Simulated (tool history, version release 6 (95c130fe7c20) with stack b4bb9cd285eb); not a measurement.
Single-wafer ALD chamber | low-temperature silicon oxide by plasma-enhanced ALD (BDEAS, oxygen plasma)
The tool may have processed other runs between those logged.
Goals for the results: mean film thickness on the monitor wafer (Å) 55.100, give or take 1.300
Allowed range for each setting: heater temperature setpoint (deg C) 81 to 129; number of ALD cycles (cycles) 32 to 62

| run | hour | heater temperature setpoint (deg C) | number of ALD cycles (cycles) | mean film thickness on the monitor wafer (Å) |
|---|---|---|---|---|
| 1 | 0.0 | 105 | 47 | 68.456 |
| 2 | 6.3 | 105 | 52 | 75.681 |
| 3 | 14.4 | 106 | 48 | 69.230 |
| 4 | 20.3 | 108 | 46 | 66.427 |
| 5 | 23.2 | 109 | 44 | 63.631 |
| 6 | 23.9 | 109 | 47 | 67.735 |
| 7 | 32.1 | 110 | 45 | 64.540 |
| 8 | 36.0 | 111 | 43 | 61.687 |
| 9 | 41.4 | 112 | 42 | 60.241 |
| 10 | 44.9 | 113 | 41 | 58.405 |
| 11 | 52.2 | 114 | 41 | 58.576 |
| 12 | 59.9 | 115 | 40 | 56.572 |
| 13 | 64.8 | 116 | 40 | 56.879 |
| 14 | 71.3 | 116 | 40 | 56.816 |
| 15 | 73.6 | 117 | 40 | 56.794 |

Next run, 5 choices. One meets every target within its allowed miss, the rest don't. Which?
| A | 75.9 | 119 | 41 | ? |
| B | 75.9 | 120 | 39 | ? |
| C | 75.9 | 113 | 41 | ? |
| D | 75.9 | 117 | 42 | ? |
| E | 75.9 | 118 | 41 | ? |

| move | mean film thickness on the monitor wafer (Å) |
|---|---|
| A | 57.652 |
| B | 54.722 |
| C | 58.391 |
| D | 59.310 |
| E | 57.775 |
A: its largest miss is bigger than the last run's
B: in spec on every target
C: its largest miss is bigger than the last run's
D: its largest miss is bigger than the last run's
E: its largest miss is bigger than the last run's
Go with B: it meets all targets.
